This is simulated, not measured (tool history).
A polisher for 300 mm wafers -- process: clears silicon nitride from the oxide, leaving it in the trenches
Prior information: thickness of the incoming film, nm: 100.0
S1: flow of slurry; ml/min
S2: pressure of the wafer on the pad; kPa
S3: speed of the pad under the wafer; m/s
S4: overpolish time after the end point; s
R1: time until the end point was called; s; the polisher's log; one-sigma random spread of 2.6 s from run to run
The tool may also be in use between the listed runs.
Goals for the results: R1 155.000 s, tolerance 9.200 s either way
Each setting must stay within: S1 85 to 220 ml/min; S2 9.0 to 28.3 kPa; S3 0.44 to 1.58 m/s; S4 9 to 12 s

run 1 hour=0.0 | S1=140 S2=18.6 S3=1.00 S4=12 | R1=95.333
run 2 hour=6.3 | S1=140 S2=18.6 S3=1.00 S4=9 | R1=94.279
run 3 hour=13.4 | S1=140 S2=17.2 S3=1.00 S4=9 | R1=108.170
run 4 hour=16.3 | S1=140 S2=16.5 S3=1.00 S4=9 | R1=113.330
run 5 hour=20.8 | S1=140 S2=15.9 S3=1.00 S4=9 | R1=114.520
run 6 hour=21.4 | S1=140 S2=15.9 S3=1.00 S4=12 | R1=112.530
run 7 hour=22.4 | S1=140 S2=15.2 S3=1.00 S4=12 | R1=119.210
run 8 hour=30.9 | S1=140 S2=14.5 S3=1.00 S4=12 | R1=127.360
run 9 hour=38.0 | S1=140 S2=13.8 S3=1.00 S4=12 | R1=132.700

4 candidate next runs follow, results not yet known. Just one meets every target within its allowed miss. Identify it.
run A hour=45.1 | S1=135 S2=18.6 S3=0.94 S4=9 | R1=?
run B hour=45.1 | S1=135 S2=13.1 S3=0.86 S4=9 | R1=?
run C hour=45.1 | S1=190 S2=20.0 S3=0.76 S4=11 | R1=?
run D hour=45.1 | S1=120 S2=18.6 S3=0.94 S4=11 | R1=?

move=A R1=104.380
move=B R1=157.750
move=C R1=110.640
move=D R1=106.360
A: its largest miss is bigger than the last run's
B: all results in spec
C: its largest miss is bigger than the last run's
D: its largest miss is bigger than the last run's
B is the move that brings every result within its allowed miss.

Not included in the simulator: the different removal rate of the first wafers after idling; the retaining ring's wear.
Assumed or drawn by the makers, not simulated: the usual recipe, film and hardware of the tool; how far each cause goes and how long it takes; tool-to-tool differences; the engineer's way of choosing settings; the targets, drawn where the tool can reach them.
